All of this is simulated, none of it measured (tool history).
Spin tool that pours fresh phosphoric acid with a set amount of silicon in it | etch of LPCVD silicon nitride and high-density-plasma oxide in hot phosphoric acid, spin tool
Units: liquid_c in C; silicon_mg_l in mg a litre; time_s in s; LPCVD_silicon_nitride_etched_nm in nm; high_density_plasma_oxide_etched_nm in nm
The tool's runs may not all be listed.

run,hour,liquid_c,silicon_mg_l,time_s,LPCVD_silicon_nitride_etched_nm,high_density_plasma_oxide_etched_nm
1,0,160,22,180,14.878,0.66404
2,5.2,160,12,180,14.896,0.89304
3,6.7,160,12,140,11.586,0.6921
4,11.8,160,4,140,11.631,0.81031
5,14.9,159,15,145,11.66,0.60209
6,17.5,158.5,23,150,11.71,0.44739
7,24.1,158,29.5,155,12.025,0.39737
8,28.1,157.5,34.5,155,11.942,0.28911
9,35.5,157.5,37.5,155,11.823,0.25849

The next listed run, before its measurement:
10,43.1,157.5,40,155,?,?

{"run 10": {"LPCVD_silicon_nitride_etched_nm": 11.682, "high_density_plasma_oxide_etched_nm": 0.20956}}

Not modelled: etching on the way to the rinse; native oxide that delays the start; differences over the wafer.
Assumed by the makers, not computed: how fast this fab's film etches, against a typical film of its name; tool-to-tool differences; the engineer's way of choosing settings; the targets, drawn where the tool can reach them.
